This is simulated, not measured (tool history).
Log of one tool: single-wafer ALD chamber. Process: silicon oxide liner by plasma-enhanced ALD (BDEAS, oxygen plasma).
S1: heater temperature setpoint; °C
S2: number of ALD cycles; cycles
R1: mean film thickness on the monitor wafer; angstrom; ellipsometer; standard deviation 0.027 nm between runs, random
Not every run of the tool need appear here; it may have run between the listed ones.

run 1 hour=0.0 | S1=310 S2=80 | R1=71.006
run 2 hour=2.0 | S1=310 S2=75 | R1=67.480
run 3 hour=10.5 | S1=310 S2=67 | R1=59.549
run 4 hour=18.4 | S1=310 S2=62 | R1=55.080
run 5 hour=21.9 | S1=310 S2=54 | R1=48.008
-- hour=24.6 thermocouple changed; heater temperature recalibrated
run 6 hour=24.6 | S1=305 S2=54 | R1=48.380
run 7 hour=25.8 | S1=305 S2=61 | R1=54.489
run 8 hour=33.8 | S1=301 S2=74 | R1=66.505
run 9 hour=37.3 | S1=301 S2=76 | R1=68.584
run 10 hour=46.2 | S1=301 S2=78 | R1=69.893

Run 11 is up next; what results do you expect?
run 11 hour=52.1 | S1=301 S2=80 | R1=?

R1: 71.917 angstrom

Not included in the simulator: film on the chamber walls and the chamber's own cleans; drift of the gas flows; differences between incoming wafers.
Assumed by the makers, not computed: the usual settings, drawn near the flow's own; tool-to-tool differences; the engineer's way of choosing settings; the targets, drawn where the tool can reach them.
